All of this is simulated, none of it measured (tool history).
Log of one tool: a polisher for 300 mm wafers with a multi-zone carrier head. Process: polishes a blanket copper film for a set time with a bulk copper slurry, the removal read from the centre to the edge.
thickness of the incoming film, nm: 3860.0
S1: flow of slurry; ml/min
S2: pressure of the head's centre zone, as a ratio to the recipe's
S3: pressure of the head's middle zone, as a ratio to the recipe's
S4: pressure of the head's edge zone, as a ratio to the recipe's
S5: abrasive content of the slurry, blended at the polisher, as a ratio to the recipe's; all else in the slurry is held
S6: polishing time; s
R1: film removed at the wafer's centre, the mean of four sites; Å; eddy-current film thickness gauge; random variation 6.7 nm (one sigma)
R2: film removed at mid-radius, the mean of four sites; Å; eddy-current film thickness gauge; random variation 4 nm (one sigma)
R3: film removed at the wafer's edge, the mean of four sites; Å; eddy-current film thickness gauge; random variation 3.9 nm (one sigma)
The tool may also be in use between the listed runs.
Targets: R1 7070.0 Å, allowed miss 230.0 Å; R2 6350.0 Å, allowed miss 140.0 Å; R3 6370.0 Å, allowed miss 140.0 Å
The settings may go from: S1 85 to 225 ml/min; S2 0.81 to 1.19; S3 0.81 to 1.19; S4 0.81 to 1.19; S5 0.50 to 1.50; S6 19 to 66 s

{"run": 1, "day": 0.0, "S1": 145, "S2": 1.0, "S3": 1.0, "S4": 1.0, "S5": 1.0, "S6": 42, "R1": 4290.6, "R2": 4232.7, "R3": 4454.7}
{"run": 2, "day": 0.217, "S1": 145, "S2": 1.0, "S3": 1.0, "S4": 1.0, "S5": 1.0, "S6": 49, "R1": 5012.3, "R2": 5022.1, "R3": 5164.8}
{"run": 3, "day": 0.546, "S1": 160, "S2": 1.04, "S3": 1.02, "S4": 1.04, "S5": 1.05, "S6": 49, "R1": 5357.6, "R2": 5228.8, "R3": 5433.5}
{"run": 4, "day": 0.712, "S1": 160, "S2": 1.04, "S3": 0.99, "S4": 1.04, "S5": 1.05, "S6": 49, "R1": 5374.4, "R2": 5119.1, "R3": 5418.6}
{"run": 5, "day": 0.967, "S1": 170, "S2": 1.07, "S3": 1.01, "S4": 1.06, "S5": 1.1, "S6": 49, "R1": 5591.9, "R2": 5350.9, "R3": 5592.2}
{"run": 6, "day": 1.054, "S1": 170, "S2": 1.07, "S3": 0.97, "S4": 1.06, "S5": 1.1, "S6": 49, "R1": 5723.4, "R2": 5136.1, "R3": 5581.1}
{"run": 7, "day": 1.312, "S1": 180, "S2": 1.1, "S3": 0.99, "S4": 1.07, "S5": 1.15, "S6": 49, "R1": 5929.2, "R2": 5388.8, "R3": 5665.1}
{"run": 8, "day": 1.475, "S1": 190, "S2": 1.12, "S3": 1.0, "S4": 1.08, "S5": 1.2, "S6": 49, "R1": 6269.3, "R2": 5536.6, "R3": 5850.7}
{"run": 9, "day": 1.75, "S1": 195, "S2": 1.13, "S3": 1.02, "S4": 1.09, "S5": 1.25, "S6": 49, "R1": 6330.3, "R2": 5557.6, "R3": 5934.3}
{"run": 10, "day": 1.933, "S1": 200, "S2": 1.14, "S3": 1.05, "S4": 1.09, "S5": 1.3, "S6": 49, "R1": 6498.6, "R2": 5841.3, "R3": 5934.4}
{"run": 11, "day": 2.271, "S1": 205, "S2": 1.15, "S3": 1.06, "S4": 1.1, "S5": 1.35, "S6": 49, "R1": 6768.2, "R2": 5978.8, "R3": 6033.6}
{"run": 12, "day": 2.517, "S1": 210, "S2": 1.15, "S3": 1.07, "S4": 1.11, "S5": 1.35, "S6": 49, "R1": 6580.5, "R2": 5985.5, "R3": 6132.1}
{"run": 13, "day": 2.662, "S1": 210, "S2": 1.16, "S3": 1.08, "S4": 1.11, "S5": 1.4, "S6": 49, "R1": 6754.1, "R2": 6120.0, "R3": 6110.4}
{"day": 2.733, "done": "slurry nozzle cleaned"}
{"run": 14, "day": 2.733, "S1": 225, "S2": 1.18, "S3": 1.09, "S4": 1.17, "S5": 1.45, "S6": 49, "R1": 7684.3, "R2": 6587.7, "R3": 6648.6}
{"run": 15, "day": 2.958, "S1": 220, "S2": 1.18, "S3": 1.09, "S4": 1.17, "S5": 1.45, "S6": 49, "R1": 7487.2, "R2": 6571.2, "R3": 6708.6}

Which of these 5 next moves meets every target?
{"run": "A", "day": 3.183, "S1": 215, "S2": 1.19, "S3": 1.17, "S4": 1.11, "S5": 1.5, "S6": 48, "R1": "?", "R2": "?", "R3": "?"}
{"run": "B", "day": 3.183, "S1": 170, "S2": 1.03, "S3": 0.93, "S4": 1.19, "S5": 1.5, "S6": 50, "R1": "?", "R2": "?", "R3": "?"}
{"run": "C", "day": 3.183, "S1": 200, "S2": 1.1, "S3": 0.92, "S4": 1.19, "S5": 1.15, "S6": 53, "R1": "?", "R2": "?", "R3": "?"}
{"run": "D", "day": 3.183, "S1": 215, "S2": 1.1, "S3": 1.08, "S4": 1.19, "S5": 1.3, "S6": 51, "R1": "?", "R2": "?", "R3": "?"}
{"run": "E", "day": 3.183, "S1": 225, "S2": 1.14, "S3": 1.07, "S4": 1.15, "S5": 1.4, "S6": 48, "R1": "?", "R2": "?", "R3": "?"}

move=A R1=7466.5 R2=6860.6 R3=6379.7
move=B R1=6495.6 R2=6058.2 R3=6675.6
move=C R1=7056.1 R2=6103.7 R3=6731.9
move=D R1=7072.3 R2=6703.7 R3=6709.7
move=E R1=7068.8 R2=6422.8 R3=6380.1
A: brings the result that was furthest off to its target, and leaves another outside
B: as far off as the last run
C: further off than the last run
D: as far off as the last run
E: meets every target
Move E is the one to make.
